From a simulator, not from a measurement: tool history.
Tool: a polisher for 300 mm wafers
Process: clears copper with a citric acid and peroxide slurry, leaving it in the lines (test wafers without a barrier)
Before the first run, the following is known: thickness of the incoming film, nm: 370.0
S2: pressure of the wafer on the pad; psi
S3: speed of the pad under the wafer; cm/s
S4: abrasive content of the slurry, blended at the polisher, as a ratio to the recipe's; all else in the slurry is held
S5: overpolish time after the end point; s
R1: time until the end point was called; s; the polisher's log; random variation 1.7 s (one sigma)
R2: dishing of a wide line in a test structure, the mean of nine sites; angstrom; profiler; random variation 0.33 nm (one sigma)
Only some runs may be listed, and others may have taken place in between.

run 1 hour=0.0 | flow_of_slurry_(ml/min)=315 S2=2.3 S3=136 S4=1.0 S5=18 | R1=189.16 R2=221.28
run 2 hour=6.3 | flow_of_slurry_(ml/min)=360 S2=2.3 S3=136 S4=1.0 S5=18 | R1=186.00 R2=224.86
run 3 hour=12.3 | flow_of_slurry_(ml/min)=360 S2=2.4 S3=136 S4=1.0 S5=17 | R1=179.83 R2=219.85
run 4 hour=17.0 | flow_of_slurry_(ml/min)=310 S2=2.4 S3=136 S4=1.0 S5=17 | R1=182.67 R2=222.31
run 5 hour=24.6 | flow_of_slurry_(ml/min)=310 S2=2.4 S3=136 S4=1.0 S5=24 | R1=181.50 R2=264.29
run 6 hour=29.4 | flow_of_slurry_(ml/min)=355 S2=2.4 S3=136 S4=1.0 S5=24 | R1=180.82 R2=276.03
run 7 hour=36.5 | flow_of_slurry_(ml/min)=350 S2=2.5 S3=136 S4=1.0 S5=21 | R1=167.63 R2=256.99
-- hour=41.1 slurry nozzle cleaned
run 8 hour=41.1 | flow_of_slurry_(ml/min)=355 S2=2.6 S3=136 S4=1.0 S5=19 | R1=159.54 R2=253.26
run 9 hour=49.8 | flow_of_slurry_(ml/min)=360 S2=2.6 S3=136 S4=1.0 S5=17 | R1=162.73 R2=238.66

Run 10 is up next; what results do you expect?
run 10 hour=54.0 | flow_of_slurry_(ml/min)=360 S2=2.7 S3=136 S4=1.0 S5=16 | R1=? R2=?

R1: 154.68 s
R2: 232.01 angstrom
